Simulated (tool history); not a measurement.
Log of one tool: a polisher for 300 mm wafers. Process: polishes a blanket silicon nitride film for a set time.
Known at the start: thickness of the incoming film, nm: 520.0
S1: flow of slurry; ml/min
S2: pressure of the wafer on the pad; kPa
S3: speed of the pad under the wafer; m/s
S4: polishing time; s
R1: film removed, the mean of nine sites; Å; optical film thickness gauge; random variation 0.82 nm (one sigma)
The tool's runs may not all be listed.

run  hour   S1    S2    S3  S4      R1
  1     0  315  20.7  0.88  33  400.04
  2   6.9  365  20.7  0.88  33  418.23
  3  12.7  370  21.4  0.88  33  434.13
  4  18.1  375  22.1  0.88  33  444.92
  5  22.5  375  22.8  0.88  33  459.24
  6  27.4  350  22.8  0.88  33   453.3

The next listed run, before its measurement:
  7  31.7  355  23.4  0.88  33   ?

{"run 7": {"R1": 464.11}}

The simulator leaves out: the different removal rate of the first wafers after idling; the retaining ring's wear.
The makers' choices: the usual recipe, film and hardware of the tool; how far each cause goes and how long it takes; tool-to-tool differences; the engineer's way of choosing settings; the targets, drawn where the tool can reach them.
